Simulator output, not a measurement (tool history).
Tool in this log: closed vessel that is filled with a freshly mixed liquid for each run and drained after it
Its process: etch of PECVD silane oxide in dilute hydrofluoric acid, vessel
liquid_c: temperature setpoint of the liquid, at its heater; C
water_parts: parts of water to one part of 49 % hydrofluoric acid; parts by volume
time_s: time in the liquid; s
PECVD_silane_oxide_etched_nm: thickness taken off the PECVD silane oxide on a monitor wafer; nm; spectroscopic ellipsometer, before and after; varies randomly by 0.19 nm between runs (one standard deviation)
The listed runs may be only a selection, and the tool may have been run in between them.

run,hour,liquid_c,water_parts,time_s,PECVD_silane_oxide_etched_nm
1,0,26,225,205,15.094
2,2.4,26,160,205,23.051
3,7.6,28.5,140,205,29.421
4,10,30.5,130,205,34.5
5,16.7,28.5,130,205,31.914
6,19.6,28.5,160,205,25.288

Expected results for the next run?
7,25.9,30,140,205,?

{"run 7": {"PECVD_silane_oxide_etched_nm": 31.107}}
